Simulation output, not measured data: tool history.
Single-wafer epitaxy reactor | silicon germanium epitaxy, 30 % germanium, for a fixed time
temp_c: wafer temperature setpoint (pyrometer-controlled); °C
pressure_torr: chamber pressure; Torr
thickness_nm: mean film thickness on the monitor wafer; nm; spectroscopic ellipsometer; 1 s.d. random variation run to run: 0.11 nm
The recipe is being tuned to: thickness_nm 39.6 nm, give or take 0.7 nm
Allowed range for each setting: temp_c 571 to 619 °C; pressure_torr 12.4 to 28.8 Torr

run  hour  temp_c  pressure_torr  thickness_nm
  1     0     595           20.6        51.106
  2     7     595             19        49.196
  3   8.9     595           21.6        51.989
  4  15.6     590           21.6        46.958
  5  19.4     588           21.6         45.08
  6  26.2     588           18.7        42.156
  7  34.1     587           18.7        41.551
  8  34.7     586           18.7        40.734

Of the 4 settings listed for the next run, only one would bring every result within its allowed miss of target. Which one?
  A  35.3     586           19.9             ?
  B  35.3     585           18.8             ?
  C  35.3     588           17.9             ?
  D  35.3     588           19.1             ?

move  thickness_nm
   A        41.604
   B        39.778
   C        41.547
   D         42.68
A: its largest miss is bigger than the last run's
B: meets every target
C: its largest miss is bigger than the last run's
D: its largest miss is bigger than the last run's
B is the move that brings every result within its allowed miss.
